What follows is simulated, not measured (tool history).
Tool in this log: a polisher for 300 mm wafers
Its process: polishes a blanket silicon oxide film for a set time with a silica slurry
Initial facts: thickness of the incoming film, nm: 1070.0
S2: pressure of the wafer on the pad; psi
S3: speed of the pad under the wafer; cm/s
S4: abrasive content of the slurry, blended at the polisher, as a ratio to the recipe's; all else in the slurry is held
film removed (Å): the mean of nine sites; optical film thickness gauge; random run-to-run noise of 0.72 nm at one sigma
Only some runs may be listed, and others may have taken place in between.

{"run": 1, "hour": 0.0, "flow of slurry (ml/min)": 160, "S2": 3.8, "S3": 108, "S4": 1.0, "polishing time (s)": 46, "film removed (Å)": 1211.6}
{"run": 2, "hour": 3.1, "flow of slurry (ml/min)": 160, "S2": 3.8, "S3": 120, "S4": 1.0, "polishing time (s)": 46, "film removed (Å)": 1286.0}
{"run": 3, "hour": 10.8, "flow of slurry (ml/min)": 190, "S2": 3.8, "S3": 120, "S4": 1.0, "polishing time (s)": 46, "film removed (Å)": 1304.6}
{"run": 4, "hour": 15.1, "flow of slurry (ml/min)": 210, "S2": 3.8, "S3": 120, "S4": 1.0, "polishing time (s)": 46, "film removed (Å)": 1323.6}
{"run": 5, "hour": 23.2, "flow of slurry (ml/min)": 210, "S2": 3.5, "S3": 120, "S4": 1.0, "polishing time (s)": 46, "film removed (Å)": 1230.8}
{"run": 6, "hour": 26.6, "flow of slurry (ml/min)": 210, "S2": 3.5, "S3": 104, "S4": 1.0, "polishing time (s)": 46, "film removed (Å)": 1139.2}
{"run": 7, "hour": 35.2, "flow of slurry (ml/min)": 210, "S2": 3.3, "S3": 104, "S4": 1.0, "polishing time (s)": 46, "film removed (Å)": 1078.4}
{"run": 8, "hour": 40.4, "flow of slurry (ml/min)": 210, "S2": 3.1, "S3": 104, "S4": 1.0, "polishing time (s)": 46, "film removed (Å)": 1017.0}
{"run": 9, "hour": 46.9, "flow of slurry (ml/min)": 210, "S2": 3.0, "S3": 104, "S4": 1.0, "polishing time (s)": 46, "film removed (Å)": 980.41}

For run 10, what comes out?
{"run": 10, "hour": 51.7, "flow of slurry (ml/min)": 175, "S2": 2.4, "S3": 104, "S4": 1.0, "polishing time (s)": 46, "film removed (Å)": "?"}

film removed (Å): 765.92
